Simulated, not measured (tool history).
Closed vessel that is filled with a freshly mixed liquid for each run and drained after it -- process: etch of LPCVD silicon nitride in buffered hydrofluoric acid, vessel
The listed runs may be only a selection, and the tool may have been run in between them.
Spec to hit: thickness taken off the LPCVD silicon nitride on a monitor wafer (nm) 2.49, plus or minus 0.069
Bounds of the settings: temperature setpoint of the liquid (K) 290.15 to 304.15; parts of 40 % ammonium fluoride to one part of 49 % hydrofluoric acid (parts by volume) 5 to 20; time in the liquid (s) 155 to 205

run	hour	temperature setpoint of the liquid (K)	parts of 40 % ammonium fluoride to one part of 49 % hydrofluoric acid (parts by volume)	time in the liquid (s)	thickness taken off the LPCVD silicon nitride on a monitor wafer (nm)
1	0	296.15	12	205	2.2149
2	8.3	296.15	9	205	2.8519
3	14.1	295.65	9	205	2.7337
4	16.6	295.15	9	205	2.6731
5	22.8	296.65	9	205	2.9064
6	24.8	296.65	11.5	205	2.3501
# hour 25.4: hydrofluoric acid flow meter replaced
7	25.4	297.15	11.5	205	2.2585
8	27.7	298.15	11.5	205	2.3701

Pick the move, out of 4, that brings all results within their allowed miss; only one does.
A	30	300.65	13.5	205	?
B	30	299.15	11.5	200	?
C	30	299.15	12	195	?
D	30	297.15	11	195	?

move	thickness taken off the LPCVD silicon nitride on a monitor wafer (nm)
A	2.3431
B	2.4672
C	2.3077
D	2.2541
A: its largest miss is bigger than the last run's
B: each result inside its tolerance
C: its largest miss is bigger than the last run's
D: its largest miss is bigger than the last run's
The move that meets every target is B.

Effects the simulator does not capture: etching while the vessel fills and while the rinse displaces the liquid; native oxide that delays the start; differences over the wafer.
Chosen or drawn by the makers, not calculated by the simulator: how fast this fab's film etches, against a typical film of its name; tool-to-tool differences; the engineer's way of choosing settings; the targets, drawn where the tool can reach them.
